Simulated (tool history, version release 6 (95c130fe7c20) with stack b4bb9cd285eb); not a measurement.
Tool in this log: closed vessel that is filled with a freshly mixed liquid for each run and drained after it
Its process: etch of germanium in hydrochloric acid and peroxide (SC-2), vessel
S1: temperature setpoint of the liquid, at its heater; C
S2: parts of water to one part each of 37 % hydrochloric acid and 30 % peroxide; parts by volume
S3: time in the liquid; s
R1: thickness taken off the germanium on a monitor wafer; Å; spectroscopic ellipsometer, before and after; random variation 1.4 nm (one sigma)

{"run": 1, "hour": 0.0, "S1": 58, "S2": 5.5, "S3": 30, "R1": 1663.6}
{"run": 2, "hour": 8.2, "S1": 58, "S2": 7.5, "S3": 30, "R1": 1605}
{"run": 3, "hour": 11.4, "S1": 59, "S2": 7.5, "S3": 30, "R1": 1663.5}
{"run": 4, "hour": 14.9, "S1": 59, "S2": 8.5, "S3": 30, "R1": 1662.5}
{"run": 5, "hour": 23.1, "S1": 60, "S2": 8.5, "S3": 30, "R1": 1690.7}
{"run": 6, "hour": 24.0, "S1": 60, "S2": 9.5, "S3": 30, "R1": 1680.1}

What does the tool deliver on the next run?
{"run": 7, "hour": 27.2, "S1": 61, "S2": 9.5, "S3": 30, "R1": "?"}

{"run 7": {"R1": 1725}}

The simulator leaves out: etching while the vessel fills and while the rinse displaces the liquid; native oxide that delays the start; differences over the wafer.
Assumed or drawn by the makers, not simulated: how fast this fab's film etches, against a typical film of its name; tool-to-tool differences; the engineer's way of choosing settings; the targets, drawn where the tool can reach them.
